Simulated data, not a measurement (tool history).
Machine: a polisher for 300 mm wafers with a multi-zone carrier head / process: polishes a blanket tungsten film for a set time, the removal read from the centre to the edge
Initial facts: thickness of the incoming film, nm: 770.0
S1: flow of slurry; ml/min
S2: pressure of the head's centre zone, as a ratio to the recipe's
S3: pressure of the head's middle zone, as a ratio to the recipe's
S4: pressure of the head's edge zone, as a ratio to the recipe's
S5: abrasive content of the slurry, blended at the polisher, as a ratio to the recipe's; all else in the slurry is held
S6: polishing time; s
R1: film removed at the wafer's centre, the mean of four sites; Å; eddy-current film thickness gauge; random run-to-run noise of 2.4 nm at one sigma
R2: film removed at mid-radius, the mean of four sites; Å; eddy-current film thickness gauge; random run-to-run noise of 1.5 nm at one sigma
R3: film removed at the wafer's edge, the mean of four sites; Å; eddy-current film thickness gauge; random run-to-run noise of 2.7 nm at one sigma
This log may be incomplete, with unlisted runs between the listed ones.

run 1 hour=0.0 | S1=170 S2=1.00 S3=1.00 S4=1.00 S5=1.00 S6=37 | R1=3037.2 R2=3042.7 R3=3116.6
run 2 hour=1.8 | S1=200 S2=1.00 S3=1.00 S4=1.00 S5=1.00 S6=37 | R1=3136.4 R2=3134.4 R3=3223.4
run 3 hour=4.2 | S1=200 S2=1.00 S3=1.00 S4=0.96 S5=1.00 S6=37 | R1=3152.2 R2=3142.6 R3=3079.3
run 4 hour=12.5 | S1=200 S2=1.00 S3=0.95 S4=0.96 S5=1.00 S6=37 | R1=3101.4 R2=3031.7 R3=3153.2
-- hour=15.9 edge zone pressure recalibrated
run 5 hour=15.9 | S1=225 S2=1.00 S3=0.95 S4=0.96 S5=1.00 S6=37 | R1=3210.3 R2=3090.9 R3=3140.5
run 6 hour=16.6 | S1=220 S2=1.00 S3=0.93 S4=0.94 S5=0.90 S6=36 | R1=3003.6 R2=2904.0 R3=2869.2
run 7 hour=25.4 | S1=210 S2=1.01 S3=0.91 S4=0.95 S5=0.85 S6=35 | R1=2890.6 R2=2726.0 R3=2791.3
run 8 hour=30.6 | S1=200 S2=1.01 S3=0.89 S4=0.94 S5=0.80 S6=34 | R1=2818.0 R2=2593.5 R3=2680.8
run 9 hour=38.7 | S1=160 S2=0.95 S3=0.81 S4=0.86 S5=0.55 S6=27 | R1=1936.7 R2=1750.3 R3=1891.4
run 10 hour=45.9 | S1=170 S2=0.96 S3=0.82 S4=0.87 S5=0.55 S6=27 | R1=1962.4 R2=1784.1 R3=1935.2
run 11 hour=51.9 | S1=180 S2=0.97 S3=0.83 S4=0.87 S5=0.55 S6=27 | R1=1974.7 R2=1807.0 R3=1896.1
run 12 hour=54.1 | S1=185 S2=0.98 S3=0.84 S4=0.89 S5=0.55 S6=27 | R1=2037.2 R2=1854.5 R3=1970.3
run 13 hour=60.9 | S1=190 S2=0.99 S3=0.84 S4=0.90 S5=0.55 S6=27 | R1=2024.5 R2=1823.9 R3=1959.5

Run 14, settings as shown, results not yet in. Your forecast:
run 14 hour=69.9 | S1=195 S2=1.00 S3=0.85 S4=0.91 S5=0.55 S6=27 | R1=? R2=? R3=?

{"run 14": {"R1": 2096.1, "R2": 1884.6, "R3": 1992.3}}
